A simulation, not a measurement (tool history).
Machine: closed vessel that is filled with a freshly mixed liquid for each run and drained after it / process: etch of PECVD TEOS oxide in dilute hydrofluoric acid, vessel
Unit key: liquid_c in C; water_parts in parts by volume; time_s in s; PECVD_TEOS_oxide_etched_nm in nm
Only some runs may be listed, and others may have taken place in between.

run,hour,liquid_c,water_parts,time_s,PECVD_TEOS_oxide_etched_nm
1,0,22,235,980,56.902
2,3.5,20.5,270,980,45.742
3,5.9,19.5,300,980,38.185
4,14,19,320,980,34.402
5,20.9,18.5,340,980,31.208
6,28.6,18,355,980,29.147

What does the tool deliver on the next run?
7,30.4,18,365,980,?

{"run 7": {"PECVD_TEOS_oxide_etched_nm": 28.307}}
